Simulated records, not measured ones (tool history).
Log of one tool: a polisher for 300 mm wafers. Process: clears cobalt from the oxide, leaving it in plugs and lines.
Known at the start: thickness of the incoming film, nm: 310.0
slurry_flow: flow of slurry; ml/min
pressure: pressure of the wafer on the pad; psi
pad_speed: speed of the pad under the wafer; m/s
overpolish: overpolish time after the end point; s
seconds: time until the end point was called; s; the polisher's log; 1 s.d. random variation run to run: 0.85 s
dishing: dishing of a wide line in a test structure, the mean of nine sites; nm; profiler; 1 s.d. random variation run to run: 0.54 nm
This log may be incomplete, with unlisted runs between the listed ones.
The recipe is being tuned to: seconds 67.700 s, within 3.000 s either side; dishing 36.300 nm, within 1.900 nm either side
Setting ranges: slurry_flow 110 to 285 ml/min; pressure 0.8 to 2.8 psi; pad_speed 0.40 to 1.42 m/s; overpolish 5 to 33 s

run	hour	slurry_flow	pressure	pad_speed	overpolish	seconds	dishing
1	0.0	180	1.8	0.90	17	90.537	41.796
2	5.8	180	1.8	0.82	17	98.131	39.691
3	10.0	180	1.8	1.00	17	80.392	45.402
4	17.6	150	1.8	1.00	17	83.714	44.575
5	19.9	195	1.8	1.00	17	80.082	45.975
6	22.4	195	1.8	1.00	14	80.183	40.975
7	24.3	200	1.9	1.00	12	76.867	37.025
8	26.5	205	2.0	1.00	11	76.239	35.841
9	30.5	205	2.1	1.00	11	69.271	38.608
10	32.3	205	2.1	1.00	10	72.021	34.930
11	37.9	210	2.1	1.00	10	71.560	34.791

Next run, 4 choices. One meets every target within its allowed miss, the rest don't. Which?
A	43.5	200	2.2	1.02	10	?	?
B	43.5	165	2.2	0.98	13	?	?
C	43.5	225	1.9	1.02	11	?	?
D	43.5	190	2.3	0.90	13	?	?

move	seconds	dishing
A	68.125	36.420
B	73.036	41.587
C	75.140	36.368
D	74.836	40.930
A: every result within its allowed miss
B: misses by more than the last run did
C: misses by more than the last run did
D: misses by more than the last run did
Answer: A
